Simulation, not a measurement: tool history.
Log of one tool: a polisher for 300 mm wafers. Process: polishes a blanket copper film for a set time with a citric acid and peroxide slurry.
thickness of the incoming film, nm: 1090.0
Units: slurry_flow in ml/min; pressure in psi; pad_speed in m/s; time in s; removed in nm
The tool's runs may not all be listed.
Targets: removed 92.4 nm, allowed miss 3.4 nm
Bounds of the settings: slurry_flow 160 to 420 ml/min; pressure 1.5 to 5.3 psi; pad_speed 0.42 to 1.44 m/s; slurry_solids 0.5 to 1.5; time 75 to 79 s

run,day,slurry_flow,pressure,pad_speed,slurry_solids,time,removed
1,0,270,3.4,0.92,1,75,184.58
2,0.258,270,3.4,0.92,1.1,75,191.65
3,0.438,270,3.4,1.04,1.1,75,217.25
4,0.8,270,2.8,0.96,1.1,75,168.73
5,1.038,270,2.8,0.96,0.95,75,164.54
6,1.271,270,2.8,1.18,0.95,75,198.98
7,1.317,265,2.4,1.06,0.95,75,161.39
8,1.412,265,2.1,0.96,0.95,75,129.59
9,1.725,265,1.9,0.92,0.95,75,118.73
10,1.942,265,1.8,0.88,0.95,75,107.84
11,2.054,265,1.7,0.86,0.95,75,99.261
12,2.167,265,1.6,0.86,0.95,75,96.436

Which of these 5 next moves meets every target?
A,2.279,230,1.9,0.8,0.95,75,?
B,2.279,185,1.7,0.92,0.85,79,?
C,2.279,340,1.5,0.86,0.8,76,?
D,2.279,265,1.7,0.84,1,78,?
E,2.279,280,1.8,0.82,0.9,79,?

move,removed
A,102.37
B,108.61
C,93.395
D,105.42
E,106.66
A: further off than the last run
B: further off than the last run
C: meets every target
D: further off than the last run
E: further off than the last run
Move C is the one to make.
